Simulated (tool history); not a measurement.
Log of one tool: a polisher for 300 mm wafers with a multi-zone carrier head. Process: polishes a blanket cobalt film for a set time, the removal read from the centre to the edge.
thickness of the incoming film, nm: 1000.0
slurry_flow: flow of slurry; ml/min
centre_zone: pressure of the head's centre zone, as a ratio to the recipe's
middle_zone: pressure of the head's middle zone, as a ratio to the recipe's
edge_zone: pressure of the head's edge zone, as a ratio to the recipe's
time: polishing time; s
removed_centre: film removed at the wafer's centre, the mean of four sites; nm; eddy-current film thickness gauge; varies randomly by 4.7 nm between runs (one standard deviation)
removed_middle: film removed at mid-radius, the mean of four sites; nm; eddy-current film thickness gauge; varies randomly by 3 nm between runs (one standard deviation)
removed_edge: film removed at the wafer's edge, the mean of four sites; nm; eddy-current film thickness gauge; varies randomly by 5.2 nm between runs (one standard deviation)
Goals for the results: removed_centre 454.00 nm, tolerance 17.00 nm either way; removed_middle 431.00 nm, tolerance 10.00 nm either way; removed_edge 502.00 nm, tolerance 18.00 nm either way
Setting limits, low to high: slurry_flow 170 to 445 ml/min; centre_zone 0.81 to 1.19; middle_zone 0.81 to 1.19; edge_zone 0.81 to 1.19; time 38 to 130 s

| run | hour | slurry_flow | centre_zone | middle_zone | edge_zone | time | removed_centre | removed_middle | removed_edge |
|---|---|---|---|---|---|---|---|---|---|
| 1 | 0.0 | 285 | 1.00 | 1.00 | 1.00 | 84 | 377.15 | 336.81 | 319.92 |
| 2 | 4.2 | 280 | 0.97 | 0.97 | 1.04 | 91 | 398.28 | 357.58 | 353.65 |
| 3 | 9.3 | 275 | 0.93 | 0.94 | 1.08 | 97 | 399.32 | 366.69 | 395.10 |
| 4 | 14.0 | 275 | 0.93 | 0.94 | 1.08 | 118 | 494.66 | 450.82 | 469.58 |
| 5 | 17.5 | 275 | 0.93 | 0.94 | 1.00 | 118 | 481.32 | 449.34 | 454.53 |
|  | 23.6 | centre zone pressure recalibrated |
| 6 | 23.6 | 335 | 0.93 | 0.94 | 1.00 | 118 | 456.73 | 459.59 | 465.59 |
| 7 | 26.4 | 335 | 0.92 | 0.92 | 1.02 | 118 | 457.04 | 453.55 | 459.84 |
| 8 | 28.4 | 325 | 0.90 | 0.90 | 1.06 | 118 | 441.06 | 432.17 | 473.34 |
| 9 | 36.6 | 325 | 0.90 | 0.90 | 1.08 | 118 | 443.63 | 437.84 | 473.18 |

Below are 5 possible settings for the next run. Only one of them brings all results inside the allowed miss of their targets. Which is it?
| A | 44.8 | 340 | 0.84 | 0.87 | 1.07 | 125 | ? | ? | ? |
| B | 44.8 | 350 | 0.96 | 0.95 | 1.08 | 109 | ? | ? | ? |
| C | 44.8 | 280 | 1.02 | 0.96 | 1.06 | 118 | ? | ? | ? |
| D | 44.8 | 255 | 0.89 | 0.84 | 1.07 | 126 | ? | ? | ? |
| E | 44.8 | 235 | 1.01 | 0.92 | 1.13 | 117 | ? | ? | ? |

| move | removed_centre | removed_middle | removed_edge |
|---|---|---|---|
| A | 445.74 | 449.94 | 507.80 |
| B | 446.11 | 422.81 | 445.18 |
| C | 502.60 | 452.85 | 470.43 |
| D | 462.66 | 429.22 | 502.00 |
| E | 483.70 | 425.73 | 475.60 |
A: the furthest-off result lands on target, but another misses its tolerance
B: moves away from the targets compared with the last run
C: moves away from the targets compared with the last run
D: every result within its allowed miss
E: moves away from the targets compared with the last run
Correct choice: D, which meets every target
